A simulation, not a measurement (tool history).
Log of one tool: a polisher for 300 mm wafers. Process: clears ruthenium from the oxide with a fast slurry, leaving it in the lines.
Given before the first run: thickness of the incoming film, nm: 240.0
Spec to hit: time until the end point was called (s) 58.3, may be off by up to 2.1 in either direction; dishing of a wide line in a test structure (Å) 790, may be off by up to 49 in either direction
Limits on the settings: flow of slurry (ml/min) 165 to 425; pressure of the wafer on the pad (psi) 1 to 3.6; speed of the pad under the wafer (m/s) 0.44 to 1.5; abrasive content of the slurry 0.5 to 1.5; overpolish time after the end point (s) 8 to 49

run  hour  flow of slurry (ml/min)  pressure of the wafer on the pad (psi)  speed of the pad under the wafer (m/s)  abrasive content of the slurry  overpolish time after the end point (s)  time until the end point was called (s)  dishing of a wide line in a test structure (Å)
  1     0                      275                                     2.3                                    0.96                               1                                       25                                   92.046                                          527.17
  2     1                      275                                     2.3                                    0.96                            0.95                                       25                                   95.027                                          532.13
  3   1.9                      230                                     2.3                                    0.96                            0.95                                       25                                    96.46                                          531.24
  4   4.6                      230                                     2.3                                    1.08                            0.95                                       25                                   89.172                                          557.59
  5   6.8                      230                                     2.3                                    0.94                            0.95                                       25                                   97.023                                           524.8
  6  13.3                      190                                     2.3                                    0.94                            0.95                                       25                                    100.5                                          520.64
     21.6  -- head pressure recalibrated
  7  21.6                      195                                     2.5                                    0.94                            0.95                                       25                                   87.577                                          585.83
  8  23.3                      195                                     2.6                                    0.94                            0.95                                       25                                   82.136                                          592.08
  9  29.8                      195                                     2.7                                    0.94                            0.95                                       25                                   79.833                                          618.05
 10  38.8                      195                                     2.8                                    0.94                            0.95                                       25                                   78.187                                          611.69
 11  42.5                      195                                     2.9                                    0.94                            0.95                                       25                                   75.679                                          646.59
 12  51.5                      195                                       3                                    0.94                            0.95                                       25                                   71.964                                          669.65
 13  53.6                      195                                     3.1                                    0.94                            0.95                                       25                                   70.164                                          683.58
 14  62.6                      195                                     3.2                                    0.94                            0.95                                       25                                   68.239                                          693.63

Which one of the following 5 next-run settings gets every result inside its allowed miss? There is exactly one.
  A  71.6                      200                                     3.4                                    1.02                               1                                       25                                        ?                                               ?
  B  71.6                      320                                     3.6                                    1.12                            0.85                                       20                                        ?                                               ?
  C  71.6                      220                                     3.4                                    1.22                             0.7                                       27                                        ?                                               ?
  D  71.6                      185                                     3.6                                    1.12                               1                                       18                                        ?                                               ?
  E  71.6                      165                                     3.3                                    1.36                             0.8                                       29                                        ?                                               ?

move  time until the end point was called (s)  dishing of a wide line in a test structure (Å)
   A                                    59.35                                          775.56
   B                                   54.644                                          694.79
   C                                   62.713                                          788.65
   D                                   53.433                                          649.97
   E                                   57.921                                          882.76
A: all results land within tolerance of their targets
B: takes the biggest miss from the last run beyond its target
C: an improvement on the last run, though not all results are within tolerance
D: takes the biggest miss from the last run beyond its target
E: corrects the largest miss of the last run, while another result sits out of spec
A is the move that brings every result within its allowed miss.
